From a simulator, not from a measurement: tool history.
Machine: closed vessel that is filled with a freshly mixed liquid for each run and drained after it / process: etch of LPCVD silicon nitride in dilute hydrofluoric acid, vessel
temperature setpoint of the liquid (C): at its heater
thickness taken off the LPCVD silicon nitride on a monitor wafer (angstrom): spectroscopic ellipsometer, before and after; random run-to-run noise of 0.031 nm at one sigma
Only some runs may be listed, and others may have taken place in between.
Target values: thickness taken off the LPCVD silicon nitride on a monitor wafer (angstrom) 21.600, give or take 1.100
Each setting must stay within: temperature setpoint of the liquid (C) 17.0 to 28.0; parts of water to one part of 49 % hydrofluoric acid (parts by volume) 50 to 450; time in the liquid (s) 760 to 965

run	hour	temperature setpoint of the liquid (C)	parts of water to one part of 49 % hydrofluoric acid (parts by volume)	time in the liquid (s)	thickness taken off the LPCVD silicon nitride on a monitor wafer (angstrom)
1	0.0	20.0	250	965	14.750
2	4.8	20.0	250	965	15.416
3	6.6	22.5	250	965	17.499
4	12.6	22.5	280	965	16.261
5	21.2	22.5	280	965	15.688
6	25.0	23.5	275	965	17.386
7	33.3	24.5	275	965	18.016
8	37.5	25.5	275	965	19.331
9	44.4	26.0	275	965	19.998
10	46.6	26.5	275	965	20.543

Exercise: of the 5 proposed moves below, exactly one satisfies all targets within the stated allowed misses. Which move is it?
A	48.8	24.5	235	965	?
B	48.8	27.5	255	775	?
C	48.8	28.0	330	965	?
D	48.8	26.5	270	835	?
E	48.8	25.0	245	905	?

move	thickness taken off the LPCVD silicon nitride on a monitor wafer (angstrom)
A	20.791
B	18.477
C	18.246
D	17.698
E	19.295
A: all results in spec
B: the biggest miss grows against the last run
C: the biggest miss grows against the last run
D: the biggest miss grows against the last run
E: the biggest miss grows against the last run
A meets every target.
